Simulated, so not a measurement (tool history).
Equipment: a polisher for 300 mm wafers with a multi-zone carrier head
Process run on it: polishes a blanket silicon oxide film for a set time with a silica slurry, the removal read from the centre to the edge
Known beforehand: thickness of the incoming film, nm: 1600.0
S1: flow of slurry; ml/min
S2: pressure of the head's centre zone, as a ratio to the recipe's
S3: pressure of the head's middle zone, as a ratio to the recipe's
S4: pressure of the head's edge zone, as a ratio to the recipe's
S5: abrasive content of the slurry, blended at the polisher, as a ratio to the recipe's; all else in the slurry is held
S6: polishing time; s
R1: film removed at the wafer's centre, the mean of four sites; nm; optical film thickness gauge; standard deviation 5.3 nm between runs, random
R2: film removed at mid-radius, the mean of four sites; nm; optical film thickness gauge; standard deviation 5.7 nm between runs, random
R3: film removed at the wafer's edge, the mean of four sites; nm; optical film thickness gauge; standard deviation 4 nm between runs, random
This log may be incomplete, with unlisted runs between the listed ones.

{"run": 1, "hour": 0.0, "S1": 235, "S2": 1.0, "S3": 1.0, "S4": 1.0, "S5": 1.0, "S6": 77, "R1": 304.98, "R2": 299.11, "R3": 288.29}
{"run": 2, "hour": 6.8, "S1": 235, "S2": 0.99, "S3": 1.01, "S4": 1.03, "S5": 1.1, "S6": 80, "R1": 325.74, "R2": 329.62, "R3": 316.83}
{"run": 3, "hour": 12.5, "S1": 235, "S2": 0.98, "S3": 1.01, "S4": 1.06, "S5": 1.2, "S6": 82, "R1": 346.2, "R2": 350.28, "R3": 342.44}
{"run": 4, "hour": 15.6, "S1": 235, "S2": 0.97, "S3": 1.01, "S4": 1.08, "S5": 1.25, "S6": 84, "R1": 350.71, "R2": 366.5, "R3": 365.2}
{"run": 5, "hour": 23.4, "S1": 240, "S2": 0.97, "S3": 1.02, "S4": 1.1, "S5": 1.3, "S6": 85, "R1": 374.54, "R2": 382.92, "R3": 371.83}
{"run": 6, "hour": 27.4, "S1": 235, "S2": 0.96, "S3": 1.01, "S4": 1.1, "S5": 1.35, "S6": 87, "R1": 377.84, "R2": 401.29, "R3": 397.4}
{"hour": 35.7, "done": "edge zone pressure recalibrated"}
{"run": 7, "hour": 35.7, "S1": 235, "S2": 0.96, "S3": 1.01, "S4": 1.11, "S5": 1.4, "S6": 88, "R1": 389.45, "R2": 410.83, "R3": 434.63}
{"run": 8, "hour": 36.7, "S1": 240, "S2": 0.96, "S3": 1.02, "S4": 1.11, "S5": 1.4, "S6": 88, "R1": 392.78, "R2": 407.64, "R3": 430.91}
{"run": 9, "hour": 44.2, "S1": 240, "S2": 0.96, "S3": 1.05, "S4": 1.11, "S5": 1.4, "S6": 88, "R1": 401.92, "R2": 424.84, "R3": 428.91}

What does the tool deliver on the next run?
{"run": 10, "hour": 49.0, "S1": 245, "S2": 0.95, "S3": 1.06, "S4": 1.11, "S5": 1.45, "S6": 89, "R1": "?", "R2": "?", "R3": "?"}

Run 10 came out at R1 395.36 nm, R2 428.17 nm, R3 440.88 nm.
